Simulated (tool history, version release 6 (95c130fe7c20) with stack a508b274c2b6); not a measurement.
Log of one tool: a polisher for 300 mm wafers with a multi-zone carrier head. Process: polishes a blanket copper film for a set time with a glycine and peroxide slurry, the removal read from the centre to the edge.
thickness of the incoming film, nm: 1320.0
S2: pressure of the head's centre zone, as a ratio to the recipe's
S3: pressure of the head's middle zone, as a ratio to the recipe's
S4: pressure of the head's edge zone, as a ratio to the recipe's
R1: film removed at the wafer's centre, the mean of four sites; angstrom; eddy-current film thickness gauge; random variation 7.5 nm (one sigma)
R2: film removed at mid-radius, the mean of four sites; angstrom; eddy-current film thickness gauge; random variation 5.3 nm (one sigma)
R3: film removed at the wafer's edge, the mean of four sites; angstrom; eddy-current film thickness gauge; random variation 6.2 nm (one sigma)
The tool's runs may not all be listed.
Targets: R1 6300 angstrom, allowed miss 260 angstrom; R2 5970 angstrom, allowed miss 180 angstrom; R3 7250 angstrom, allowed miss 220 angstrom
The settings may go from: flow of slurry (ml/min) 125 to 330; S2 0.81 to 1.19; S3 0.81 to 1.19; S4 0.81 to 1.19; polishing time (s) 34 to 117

run 1 hour=0 | flow_of_slurry_(ml/min)=210 S2=1 S3=1 S4=1 polishing_time_(s)=75 | R1=5256.1 R2=5145.4 R3=5355.1
run 2 hour=1.7 | flow_of_slurry_(ml/min)=215 S2=1 S3=0.99 S4=1.03 polishing_time_(s)=77 | R1=5301.5 R2=5190.8 R3=5545.6
run 3 hour=2.5 | flow_of_slurry_(ml/min)=180 S2=1 S3=0.99 S4=1.03 polishing_time_(s)=77 | R1=5255.6 R2=5019.7 R3=5530.3
run 4 hour=8.6 | flow_of_slurry_(ml/min)=180 S2=1 S3=0.99 S4=1.05 polishing_time_(s)=79 | R1=5425.2 R2=5218.9 R3=5658.1
run 5 hour=14.4 | flow_of_slurry_(ml/min)=155 S2=1 S3=0.99 S4=1.05 polishing_time_(s)=79 | R1=5365.8 R2=5047.9 R3=5556.7
run 6 hour=17 | flow_of_slurry_(ml/min)=200 S2=1 S3=0.99 S4=1.05 polishing_time_(s)=79 | R1=5445.5 R2=5242.3 R3=5846.9
run 7 hour=23.6 | flow_of_slurry_(ml/min)=210 S2=1.01 S3=1 S4=1.07 polishing_time_(s)=79 | R1=5712.7 R2=5327.5 R3=5810.1
run 8 hour=25.4 | flow_of_slurry_(ml/min)=215 S2=1 S3=0.99 S4=1.09 polishing_time_(s)=80 | R1=5639.5 R2=5437 R3=5930
run 9 hour=26.3 | flow_of_slurry_(ml/min)=220 S2=1 S3=0.98 S4=1.1 polishing_time_(s)=82 | R1=5830.8 R2=5481.3 R3=6230.8
run 10 hour=31.4 | flow_of_slurry_(ml/min)=230 S2=1 S3=0.98 S4=1.11 polishing_time_(s)=83 | R1=5909.9 R2=5633.3 R3=6416.1
run 11 hour=36.8 | flow_of_slurry_(ml/min)=240 S2=1 S3=0.98 S4=1.12 polishing_time_(s)=83 | R1=5957.3 R2=5702.7 R3=6371.2
run 12 hour=41 | flow_of_slurry_(ml/min)=245 S2=1 S3=0.97 S4=1.13 polishing_time_(s)=84 | R1=5936.3 R2=5748.4 R3=6574.8
run 13 hour=49.9 | flow_of_slurry_(ml/min)=250 S2=1 S3=0.96 S4=1.14 polishing_time_(s)=84 | R1=5873 R2=5648.4 R3=6524.6
run 14 hour=54.2 | flow_of_slurry_(ml/min)=250 S2=1 S3=0.96 S4=1.15 polishing_time_(s)=85 | R1=6130.1 R2=5708.5 R3=6548.4

5 next moves are on the table. One of them brings every result within its allowed miss. Which?
run A hour=58.5 | flow_of_slurry_(ml/min)=210 S2=1.03 S3=0.96 S4=1.16 polishing_time_(s)=82 | R1=? R2=? R3=?
run B hour=58.5 | flow_of_slurry_(ml/min)=285 S2=0.95 S3=0.92 S4=1.19 polishing_time_(s)=91 | R1=? R2=? R3=?
run C hour=58.5 | flow_of_slurry_(ml/min)=250 S2=1.05 S3=1.07 S4=1.12 polishing_time_(s)=80 | R1=? R2=? R3=?
run D hour=58.5 | flow_of_slurry_(ml/min)=260 S2=1.18 S3=1.02 S4=1.08 polishing_time_(s)=75 | R1=? R2=? R3=?
run E hour=58.5 | flow_of_slurry_(ml/min)=210 S2=1 S3=0.81 S4=1.19 polishing_time_(s)=94 | R1=? R2=? R3=?

move=A R1=5842.8 R2=5421.7 R3=6245.1
move=B R1=6239.7 R2=6040.6 R3=7237.8
move=C R1=5973.2 R2=5938.4 R3=6083.6
move=D R1=6329.3 R2=5367.6 R3=5623.4
move=E R1=6494.4 R2=5401.2 R3=7269.6
A: further off than the last run
B: meets every target
C: further off than the last run
D: further off than the last run
E: brings the result that was furthest off to its target, and leaves another outside
Move B is the one to make.
